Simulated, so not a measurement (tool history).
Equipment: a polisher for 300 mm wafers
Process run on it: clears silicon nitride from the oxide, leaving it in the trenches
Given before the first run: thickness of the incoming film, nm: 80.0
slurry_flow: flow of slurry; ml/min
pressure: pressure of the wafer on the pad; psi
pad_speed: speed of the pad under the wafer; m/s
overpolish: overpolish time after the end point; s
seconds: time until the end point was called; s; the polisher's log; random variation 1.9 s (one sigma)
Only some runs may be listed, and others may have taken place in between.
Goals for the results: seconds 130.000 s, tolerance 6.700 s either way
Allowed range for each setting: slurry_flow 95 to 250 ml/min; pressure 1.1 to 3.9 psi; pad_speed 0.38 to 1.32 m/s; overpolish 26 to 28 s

| run | day | slurry_flow | pressure | pad_speed | overpolish | seconds |
|---|---|---|---|---|---|---|
| 1 | 0.000 | 160 | 2.5 | 0.84 | 26 | 98.299 |
| 2 | 0.054 | 160 | 2.4 | 0.84 | 26 | 102.260 |
| 3 | 0.404 | 160 | 2.3 | 0.84 | 26 | 106.260 |
| 4 | 0.529 | 160 | 2.2 | 0.84 | 26 | 112.190 |
| 5 | 0.796 | 160 | 2.1 | 0.84 | 26 | 119.770 |
| 6 | 0.950 | 160 | 2.1 | 0.62 | 26 | 156.420 |
| 7 | 1.225 | 160 | 2.2 | 0.62 | 26 | 148.960 |
| 8 | 1.446 | 160 | 2.3 | 0.62 | 26 | 143.500 |
| 9 | 1.638 | 160 | 2.4 | 0.62 | 26 | 138.090 |

Exactly one of the 4 candidate moves below puts every result within its allowed miss. Which one?
| A | 1.829 | 170 | 2.3 | 0.60 | 26 | ? |
| B | 1.829 | 160 | 3.0 | 0.52 | 26 | ? |
| C | 1.829 | 175 | 3.1 | 0.42 | 28 | ? |
| D | 1.829 | 150 | 2.1 | 0.66 | 26 | ? |

| move | seconds |
|---|---|
| A | 150.010 |
| B | 133.920 |
| C | 156.960 |
| D | 151.960 |
A: misses by more than the last run did
B: every result lands within tolerance
C: misses by more than the last run did
D: misses by more than the last run did
So the answer is move B, the one that meets all the targets.
